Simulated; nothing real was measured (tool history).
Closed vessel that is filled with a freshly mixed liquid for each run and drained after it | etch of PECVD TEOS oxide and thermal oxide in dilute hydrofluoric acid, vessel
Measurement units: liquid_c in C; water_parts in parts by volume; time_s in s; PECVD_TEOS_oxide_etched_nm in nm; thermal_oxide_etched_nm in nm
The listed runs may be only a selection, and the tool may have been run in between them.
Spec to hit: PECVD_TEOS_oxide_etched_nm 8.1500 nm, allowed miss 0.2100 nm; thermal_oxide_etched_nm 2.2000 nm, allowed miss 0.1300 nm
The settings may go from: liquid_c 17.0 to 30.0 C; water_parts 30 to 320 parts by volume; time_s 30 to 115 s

| run | hour | liquid_c | water_parts | time_s | PECVD_TEOS_oxide_etched_nm | thermal_oxide_etched_nm |
|---|---|---|---|---|---|---|
| 1 | 0.0 | 22.0 | 175 | 60 | 5.3612 | 1.4816 |
| 2 | 8.5 | 23.0 | 175 | 60 | 5.6622 | 1.5244 |
| 3 | 14.5 | 23.5 | 170 | 60 | 5.9415 | 1.6247 |
| 4 | 23.2 | 24.5 | 170 | 60 | 6.2193 | 1.6391 |
| 5 | 27.0 | 24.5 | 170 | 45 | 4.5864 | 1.2358 |
| 6 | 35.3 | 25.0 | 160 | 45 | 5.0816 | 1.3848 |
| 7 | 39.4 | 25.5 | 155 | 45 | 5.4354 | 1.4670 |
| 8 | 47.8 | 26.0 | 150 | 45 | 5.6737 | 1.5268 |
| 9 | 49.3 | 26.5 | 145 | 45 | 5.9934 | 1.5914 |
| 10 | 55.2 | 26.5 | 140 | 45 | 6.2352 | 1.6871 |
| 11 | 59.3 | 27.0 | 135 | 45 | 6.7116 | 1.8536 |
| 12 | 67.6 | 27.5 | 135 | 45 | 6.8759 | 1.8506 |
| 13 | 73.4 | 28.0 | 135 | 45 | 6.9399 | 1.8605 |
| 14 | 80.0 | 29.0 | 125 | 45 | 7.8740 | 2.1110 |

5 candidate next runs follow, results not yet known. Just one meets every target within its allowed miss. Identify it.
| A | 86.6 | 29.0 | 120 | 45 | ? | ? |
| B | 86.6 | 28.0 | 160 | 60 | ? | ? |
| C | 86.6 | 24.0 | 75 | 30 | ? | ? |
| D | 86.6 | 29.0 | 130 | 45 | ? | ? |
| E | 86.6 | 27.5 | 85 | 30 | ? | ? |

| move | PECVD_TEOS_oxide_etched_nm | thermal_oxide_etched_nm |
|---|---|---|
| A | 8.3029 | 2.2492 |
| B | 7.6018 | 2.0593 |
| C | 7.7371 | 2.0959 |
| D | 7.5631 | 2.0488 |
| E | 7.7389 | 2.0964 |
A: in spec on every target
B: its largest miss is bigger than the last run's
C: its largest miss is bigger than the last run's
D: its largest miss is bigger than the last run's
E: its largest miss is bigger than the last run's
Go with A: it meets all targets.
